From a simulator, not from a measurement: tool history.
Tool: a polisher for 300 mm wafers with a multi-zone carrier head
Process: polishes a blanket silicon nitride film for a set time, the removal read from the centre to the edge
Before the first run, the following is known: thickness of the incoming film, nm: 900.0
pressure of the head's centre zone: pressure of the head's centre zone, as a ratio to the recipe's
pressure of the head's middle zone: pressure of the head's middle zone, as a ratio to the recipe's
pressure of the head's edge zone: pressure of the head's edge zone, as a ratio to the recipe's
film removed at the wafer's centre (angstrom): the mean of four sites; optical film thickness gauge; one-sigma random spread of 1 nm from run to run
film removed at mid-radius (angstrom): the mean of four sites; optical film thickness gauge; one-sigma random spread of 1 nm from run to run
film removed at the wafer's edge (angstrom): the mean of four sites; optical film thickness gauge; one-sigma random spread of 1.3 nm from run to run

run  hour  flow of slurry (ml/min)  pressure of the head's centre zone  pressure of the head's middle zone  pressure of the head's edge zone  polishing time (s)  film removed at the wafer's centre (angstrom)  film removed at mid-radius (angstrom)  film removed at the wafer's edge (angstrom)
  1     0                      130                                   1                                   1                                 1                  88                                         888.84                                 859.68                                       858.71
  2   8.8                      130                                   1                                   1                                 1                 106                                         1054.5                                 1032.4                                       1047.1
  3  13.7                      130                                   1                                   1                                 1                 126                                         1253.8                                 1234.7                                       1269.7
  4    17                      130                                   1                                   1                              1.05                 126                                         1261.7                                 1221.9                                       1269.4
  5  24.2                      125                                0.98                                0.99                              1.05                 124                                         1215.6                                 1210.1                                       1222.8
  6    32                      100                                0.98                                0.99                              1.05                 124                                         1119.3                                 1105.2                                       1180.1

For run 7, what comes out?
  7  32.8                      100                                0.96                                0.98                              1.05                 123                                              ?                                      ?                                            ?

film removed at the wafer's centre (angstrom): 1116
film removed at mid-radius (angstrom): 1113.6
film removed at the wafer's edge (angstrom): 1156.9
